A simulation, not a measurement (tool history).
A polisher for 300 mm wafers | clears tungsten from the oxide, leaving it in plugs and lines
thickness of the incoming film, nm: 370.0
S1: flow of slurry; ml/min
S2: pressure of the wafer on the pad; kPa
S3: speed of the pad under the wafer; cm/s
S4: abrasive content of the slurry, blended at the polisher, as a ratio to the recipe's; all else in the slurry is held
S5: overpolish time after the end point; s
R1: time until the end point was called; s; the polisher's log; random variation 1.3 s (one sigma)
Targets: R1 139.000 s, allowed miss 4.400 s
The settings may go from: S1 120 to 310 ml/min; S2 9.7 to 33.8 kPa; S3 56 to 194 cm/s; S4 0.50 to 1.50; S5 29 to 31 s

| run | hour | S1 | S2 | S3 | S4 | S5 | R1 |
|---|---|---|---|---|---|---|---|
| 1 | 0.0 | 200 | 21.4 | 124 | 1.00 | 29 | 83.331 |
| 2 | 8.8 | 195 | 18.6 | 124 | 1.00 | 29 | 92.882 |
| 3 | 10.8 | 195 | 24.1 | 124 | 1.00 | 29 | 73.929 |
| 4 | 17.5 | 195 | 20.0 | 124 | 1.00 | 29 | 87.216 |
| 5 | 25.6 | 240 | 20.0 | 124 | 1.00 | 29 | 88.075 |
| 6 | 33.7 | 240 | 17.2 | 122 | 1.00 | 29 | 100.770 |
| 7 | 34.4 | 240 | 15.2 | 122 | 1.00 | 29 | 112.510 |
| 8 | 40.7 | 240 | 13.8 | 122 | 1.00 | 29 | 123.290 |
| 9 | 43.6 | 240 | 13.1 | 122 | 1.00 | 29 | 130.960 |

4 next moves are on the table. One of them brings every result within its allowed miss. Which?
| A | 46.5 | 280 | 15.2 | 100 | 1.10 | 29 | ? |
| B | 46.5 | 225 | 11.0 | 122 | 1.00 | 29 | ? |
| C | 46.5 | 220 | 10.3 | 142 | 1.25 | 31 | ? |
| D | 46.5 | 245 | 13.8 | 122 | 0.90 | 29 | ? |

| move | R1 |
|---|---|
| A | 128.660 |
| B | 154.700 |
| C | 137.470 |
| D | 126.910 |
A: further off than the last run
B: takes the result that was furthest off past its target
C: meets every target
D: further off than the last run
Move C is the one to make.
